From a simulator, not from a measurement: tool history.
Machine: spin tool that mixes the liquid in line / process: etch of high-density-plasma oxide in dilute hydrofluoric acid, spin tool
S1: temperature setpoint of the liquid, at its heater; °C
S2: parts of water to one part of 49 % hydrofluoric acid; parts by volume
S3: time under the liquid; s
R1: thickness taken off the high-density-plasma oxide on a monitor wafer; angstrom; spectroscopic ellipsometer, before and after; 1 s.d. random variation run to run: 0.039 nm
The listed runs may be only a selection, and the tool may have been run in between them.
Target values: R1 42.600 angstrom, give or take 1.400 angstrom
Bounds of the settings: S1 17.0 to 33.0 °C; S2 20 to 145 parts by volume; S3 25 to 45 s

run    day    S1  S2  S3      R1
  1  0.000  25.0  80  45  50.986
  2  0.158  25.0  80  25  28.209
  3  0.496  27.5  75  25  33.515
  4  0.775  27.5  50  25  52.558
  5  0.862  28.0  55  25  47.922
  6  0.900  28.0  40  25  67.935
  7  1.229  29.0  45  25  61.660
  8  1.383  28.0  50  25  54.319
  9  1.417  28.0  55  25  47.965

Which single option among these 5 for the next run brings every result within its allowed miss of target? Just one does.
  A  1.450  26.5  55  25   ?
  B  1.450  27.0  60  25   ?
  C  1.450  29.5  70  25   ?
  D  1.450  27.5  65  25   ?
  E  1.450  28.0  50  25   ?

move      R1
   A  45.306
   B  42.073
   C  39.214
   D  39.337
   E  53.300
A: better than the last run, though not everything is in spec
B: every result within its allowed miss
C: takes the biggest miss from the last run beyond its target
D: takes the biggest miss from the last run beyond its target
E: further off than the last run
So the answer is move B, the one that meets all the targets.
